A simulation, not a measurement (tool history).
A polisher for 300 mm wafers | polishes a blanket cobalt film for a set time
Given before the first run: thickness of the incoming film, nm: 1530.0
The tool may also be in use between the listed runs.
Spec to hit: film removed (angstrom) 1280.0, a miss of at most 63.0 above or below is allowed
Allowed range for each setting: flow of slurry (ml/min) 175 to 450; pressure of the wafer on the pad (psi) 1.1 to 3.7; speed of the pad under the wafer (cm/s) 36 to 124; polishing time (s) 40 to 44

| run | day | flow of slurry (ml/min) | pressure of the wafer on the pad (psi) | speed of the pad under the wafer (cm/s) | polishing time (s) | film removed (angstrom) |
|---|---|---|---|---|---|---|
| 1 | 0.000 | 290 | 2.4 | 80 | 44 | 1778.9 |
| 2 | 0.104 | 290 | 2.4 | 80 | 40 | 1561.9 |
| 3 | 0.158 | 290 | 2.4 | 96 | 40 | 1866.8 |
| 4 | 0.483 | 290 | 2.4 | 88 | 40 | 1746.8 |
| 5 | 0.833 | 290 | 2.3 | 88 | 40 | 1640.8 |
| 6 | 0.992 | 290 | 2.2 | 88 | 40 | 1613.5 |
| 7 | 1.254 | 290 | 2.1 | 88 | 40 | 1551.1 |
| 8 | 1.546 | 290 | 2.1 | 88 | 40 | 1533.1 |
| 9 | 1.754 | 290 | 2.0 | 88 | 40 | 1498.8 |
| 10 | 2.008 | 290 | 1.9 | 88 | 40 | 1410.7 |

Consider the 4 candidate settings below. Which is the only one whose results all fall within their allowed miss of target?
| A | 2.262 | 320 | 2.0 | 88 | 42 | ? |
| B | 2.262 | 290 | 2.0 | 88 | 41 | ? |
| C | 2.262 | 300 | 1.9 | 84 | 44 | ? |
| D | 2.262 | 175 | 1.9 | 80 | 42 | ? |

| move | film removed (angstrom) |
|---|---|
| A | 1574.2 |
| B | 1522.3 |
| C | 1514.6 |
| D | 1295.5 |
A: misses by more than the last run did
B: misses by more than the last run did
C: misses by more than the last run did
D: all results land within tolerance of their targets
The right move is D.
